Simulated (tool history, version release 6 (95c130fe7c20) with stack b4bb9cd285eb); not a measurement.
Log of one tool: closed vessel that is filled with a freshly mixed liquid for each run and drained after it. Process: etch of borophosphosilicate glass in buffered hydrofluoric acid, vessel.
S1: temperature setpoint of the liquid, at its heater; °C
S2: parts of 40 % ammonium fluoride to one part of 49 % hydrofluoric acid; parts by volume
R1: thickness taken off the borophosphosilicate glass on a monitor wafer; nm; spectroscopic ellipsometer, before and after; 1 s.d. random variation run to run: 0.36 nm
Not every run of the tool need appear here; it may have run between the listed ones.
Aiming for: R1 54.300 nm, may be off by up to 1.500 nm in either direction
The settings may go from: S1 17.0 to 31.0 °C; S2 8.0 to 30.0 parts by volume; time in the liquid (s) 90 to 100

{"run": 1, "hour": 0.0, "S1": 23.0, "S2": 21.5, "time in the liquid (s)": 90, "R1": 68.617}
{"run": 2, "hour": 1.4, "S1": 23.0, "S2": 25.5, "time in the liquid (s)": 90, "R1": 61.098}
{"run": 3, "hour": 8.9, "S1": 22.5, "S2": 25.5, "time in the liquid (s)": 90, "R1": 59.044}
{"run": 4, "hour": 9.7, "S1": 26.0, "S2": 25.5, "time in the liquid (s)": 90, "R1": 71.518}
{"run": 5, "hour": 14.4, "S1": 24.5, "S2": 25.5, "time in the liquid (s)": 90, "R1": 66.868}
{"run": 6, "hour": 21.8, "S1": 23.5, "S2": 25.5, "time in the liquid (s)": 90, "R1": 63.056}
{"run": 7, "hour": 26.3, "S1": 22.5, "S2": 25.5, "time in the liquid (s)": 90, "R1": 59.248}
{"run": 8, "hour": 33.6, "S1": 22.0, "S2": 25.5, "time in the liquid (s)": 90, "R1": 57.145}
{"run": 9, "hour": 40.4, "S1": 21.5, "S2": 25.5, "time in the liquid (s)": 90, "R1": 56.518}

Below are 4 possible settings for the next run. Only one of them brings all results inside the allowed miss of their targets. Which is it?
{"run": "A", "hour": 47.2, "S1": 21.0, "S2": 24.0, "time in the liquid (s)": 95, "R1": "?"}
{"run": "B", "hour": 47.2, "S1": 20.0, "S2": 27.5, "time in the liquid (s)": 100, "R1": "?"}
{"run": "C", "hour": 47.2, "S1": 21.5, "S2": 24.5, "time in the liquid (s)": 95, "R1": "?"}
{"run": "D", "hour": 47.2, "S1": 19.5, "S2": 23.5, "time in the liquid (s)": 100, "R1": "?"}

move=A R1=60.160
move=B R1=54.509
move=C R1=60.967
move=D R1=59.121
A: its largest miss is bigger than the last run's
B: all results in spec
C: its largest miss is bigger than the last run's
D: its largest miss is bigger than the last run's
Answer: B
